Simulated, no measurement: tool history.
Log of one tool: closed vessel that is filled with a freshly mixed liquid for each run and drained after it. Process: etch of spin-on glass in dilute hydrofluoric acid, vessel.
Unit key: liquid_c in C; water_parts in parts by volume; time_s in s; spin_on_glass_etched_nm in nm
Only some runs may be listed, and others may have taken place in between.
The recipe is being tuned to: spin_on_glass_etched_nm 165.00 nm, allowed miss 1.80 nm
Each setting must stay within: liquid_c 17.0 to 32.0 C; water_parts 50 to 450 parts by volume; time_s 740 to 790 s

run 1 hour=0.0 | liquid_c=24.0 water_parts=250 time_s=740 | spin_on_glass_etched_nm=101.82
run 2 hour=9.4 | liquid_c=27.0 water_parts=250 time_s=740 | spin_on_glass_etched_nm=112.90
run 3 hour=12.9 | liquid_c=25.0 water_parts=250 time_s=740 | spin_on_glass_etched_nm=105.02
run 4 hour=15.4 | liquid_c=25.0 water_parts=250 time_s=740 | spin_on_glass_etched_nm=104.91
run 5 hour=18.6 | liquid_c=25.0 water_parts=250 time_s=790 | spin_on_glass_etched_nm=111.85
run 6 hour=25.4 | liquid_c=27.5 water_parts=240 time_s=790 | spin_on_glass_etched_nm=128.83
run 7 hour=30.1 | liquid_c=29.0 water_parts=230 time_s=790 | spin_on_glass_etched_nm=143.35
run 8 hour=35.3 | liquid_c=29.0 water_parts=230 time_s=790 | spin_on_glass_etched_nm=143.69
run 9 hour=36.5 | liquid_c=29.0 water_parts=230 time_s=790 | spin_on_glass_etched_nm=142.92
run 10 hour=39.5 | liquid_c=30.0 water_parts=225 time_s=790 | spin_on_glass_etched_nm=151.86
run 11 hour=47.2 | liquid_c=30.5 water_parts=225 time_s=790 | spin_on_glass_etched_nm=154.93
-- hour=51.8 thermometer replaced
run 12 hour=51.8 | liquid_c=31.0 water_parts=225 time_s=790 | spin_on_glass_etched_nm=146.13
run 13 hour=54.8 | liquid_c=31.5 water_parts=220 time_s=790 | spin_on_glass_etched_nm=153.12
run 14 hour=63.3 | liquid_c=31.5 water_parts=215 time_s=790 | spin_on_glass_etched_nm=158.20

5 next moves are on the table. One of them brings every result within its allowed miss. Which?
run A hour=71.8 | liquid_c=31.0 water_parts=190 time_s=740 | spin_on_glass_etched_nm=?
run B hour=71.8 | liquid_c=32.0 water_parts=220 time_s=790 | spin_on_glass_etched_nm=?
run C hour=71.8 | liquid_c=32.0 water_parts=205 time_s=740 | spin_on_glass_etched_nm=?
run D hour=71.8 | liquid_c=30.0 water_parts=215 time_s=790 | spin_on_glass_etched_nm=?
run E hour=71.8 | liquid_c=32.0 water_parts=210 time_s=790 | spin_on_glass_etched_nm=?

move=A spin_on_glass_etched_nm=168.43
move=B spin_on_glass_etched_nm=154.68
move=C spin_on_glass_etched_nm=158.46
move=D spin_on_glass_etched_nm=148.87
move=E spin_on_glass_etched_nm=164.09
A: takes the biggest miss from the last run beyond its target
B: further off than the last run
C: neither nearer nor further off than the last run
D: further off than the last run
E: in spec on every target
Go with E: it meets all targets.
